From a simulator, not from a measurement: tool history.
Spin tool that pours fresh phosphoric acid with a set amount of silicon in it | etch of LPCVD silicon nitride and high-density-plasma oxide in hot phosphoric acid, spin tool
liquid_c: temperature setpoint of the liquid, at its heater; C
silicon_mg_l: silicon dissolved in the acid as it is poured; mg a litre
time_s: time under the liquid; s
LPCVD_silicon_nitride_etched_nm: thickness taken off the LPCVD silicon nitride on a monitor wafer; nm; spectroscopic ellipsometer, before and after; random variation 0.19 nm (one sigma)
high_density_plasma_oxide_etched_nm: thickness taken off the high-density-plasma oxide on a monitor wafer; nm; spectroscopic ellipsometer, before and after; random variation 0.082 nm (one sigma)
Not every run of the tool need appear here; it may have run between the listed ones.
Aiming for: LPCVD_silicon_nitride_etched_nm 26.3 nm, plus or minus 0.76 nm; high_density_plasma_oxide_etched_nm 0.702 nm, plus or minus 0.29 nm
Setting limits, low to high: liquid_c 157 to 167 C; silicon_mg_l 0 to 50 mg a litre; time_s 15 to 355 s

| run | hour | liquid_c | silicon_mg_l | time_s | LPCVD_silicon_nitride_etched_nm | high_density_plasma_oxide_etched_nm |
|---|---|---|---|---|---|---|
| 1 | 0 | 162 | 28 | 180 | 16.772 | 0.25722 |
| 2 | 8.1 | 162 | 28 | 150 | 14.088 | 0.19917 |
| 3 | 14 | 162 | 28 | 110 | 10.214 | 0.17789 |
| 4 | 20.4 | 162.5 | 25.5 | 130 | 12.463 | 0.14004 |
|  | 28.7 | thermometer replaced |
| 5 | 28.7 | 162.5 | 25.5 | 190 | 19.482 | 0.30834 |
| 6 | 32.4 | 163 | 21 | 190 | 19.771 | 0.38699 |
| 7 | 35.8 | 163.5 | 19 | 190 | 20.088 | 0.43233 |
| 8 | 41.4 | 164 | 18.5 | 195 | 20.641 | 0.35183 |
| 9 | 42.3 | 164 | 16 | 200 | 21.41 | 0.39455 |
| 10 | 47.3 | 164 | 13.5 | 205 | 21.665 | 0.5827 |
| 11 | 51.6 | 164.5 | 12.5 | 210 | 22.792 | 0.69381 |

Exercise: of the 5 proposed moves below, exactly one satisfies all targets within the stated allowed misses. Which move is it?
| A | 55.9 | 164.5 | 25.5 | 180 | ? | ? |
| B | 55.9 | 165 | 0 | 205 | ? | ? |
| C | 55.9 | 164.5 | 6.5 | 200 | ? | ? |
| D | 55.9 | 163.5 | 10.5 | 250 | ? | ? |
| E | 55.9 | 166 | 25 | 165 | ? | ? |

| move | LPCVD_silicon_nitride_etched_nm | high_density_plasma_oxide_etched_nm |
|---|---|---|
| A | 19.396 | 0.29744 |
| B | 22.456 | 0.65489 |
| C | 21.551 | 0.54336 |
| D | 26.065 | 0.57945 |
| E | 18.676 | 0.30906 |
A: its largest miss is bigger than the last run's
B: its largest miss is bigger than the last run's
C: its largest miss is bigger than the last run's
D: every result within its allowed miss
E: its largest miss is bigger than the last run's
D meets every target.
